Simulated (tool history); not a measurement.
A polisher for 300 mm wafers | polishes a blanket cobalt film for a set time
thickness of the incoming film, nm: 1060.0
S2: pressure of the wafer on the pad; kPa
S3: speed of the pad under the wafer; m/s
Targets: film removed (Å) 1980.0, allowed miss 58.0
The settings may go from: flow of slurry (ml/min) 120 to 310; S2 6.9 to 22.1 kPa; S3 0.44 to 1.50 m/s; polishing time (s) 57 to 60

run 1 hour=0.0 | flow_of_slurry_(ml/min)=200 S2=14.5 S3=0.96 polishing_time_(s)=57 | film_removed_(Å)=2385.9
run 2 hour=3.3 | flow_of_slurry_(ml/min)=180 S2=14.5 S3=0.96 polishing_time_(s)=57 | film_removed_(Å)=2342.2
run 3 hour=8.9 | flow_of_slurry_(ml/min)=175 S2=13.8 S3=0.96 polishing_time_(s)=57 | film_removed_(Å)=2208.5
run 4 hour=11.2 | flow_of_slurry_(ml/min)=140 S2=13.8 S3=0.96 polishing_time_(s)=57 | film_removed_(Å)=2192.9
run 5 hour=13.0 | flow_of_slurry_(ml/min)=140 S2=15.9 S3=0.96 polishing_time_(s)=57 | film_removed_(Å)=2480.2
run 6 hour=21.3 | flow_of_slurry_(ml/min)=140 S2=15.2 S3=0.96 polishing_time_(s)=57 | film_removed_(Å)=2384.1
run 7 hour=27.7 | flow_of_slurry_(ml/min)=140 S2=15.2 S3=0.96 polishing_time_(s)=57 | film_removed_(Å)=2445.0
run 8 hour=30.4 | flow_of_slurry_(ml/min)=140 S2=14.5 S3=0.96 polishing_time_(s)=57 | film_removed_(Å)=2277.1
run 9 hour=31.4 | flow_of_slurry_(ml/min)=140 S2=13.8 S3=0.96 polishing_time_(s)=57 | film_removed_(Å)=2215.3
run 10 hour=39.1 | flow_of_slurry_(ml/min)=140 S2=13.1 S3=0.96 polishing_time_(s)=57 | film_removed_(Å)=2067.7

5 next moves are on the table. One of them brings every result within its allowed miss. Which?
run A hour=46.8 | flow_of_slurry_(ml/min)=140 S2=11.0 S3=1.18 polishing_time_(s)=57 | film_removed_(Å)=?
run B hour=46.8 | flow_of_slurry_(ml/min)=200 S2=13.1 S3=0.92 polishing_time_(s)=60 | film_removed_(Å)=?
run C hour=46.8 | flow_of_slurry_(ml/min)=165 S2=13.8 S3=0.94 polishing_time_(s)=58 | film_removed_(Å)=?
run D hour=46.8 | flow_of_slurry_(ml/min)=170 S2=15.9 S3=0.76 polishing_time_(s)=60 | film_removed_(Å)=?
run E hour=46.8 | flow_of_slurry_(ml/min)=185 S2=11.0 S3=1.06 polishing_time_(s)=57 | film_removed_(Å)=?

move=A film_removed_(Å)=2155.3
move=B film_removed_(Å)=2171.2
move=C film_removed_(Å)=2213.8
move=D film_removed_(Å)=2141.8
move=E film_removed_(Å)=1991.7
A: further off than the last run
B: further off than the last run
C: further off than the last run
D: further off than the last run
E: meets every target
Answer: E

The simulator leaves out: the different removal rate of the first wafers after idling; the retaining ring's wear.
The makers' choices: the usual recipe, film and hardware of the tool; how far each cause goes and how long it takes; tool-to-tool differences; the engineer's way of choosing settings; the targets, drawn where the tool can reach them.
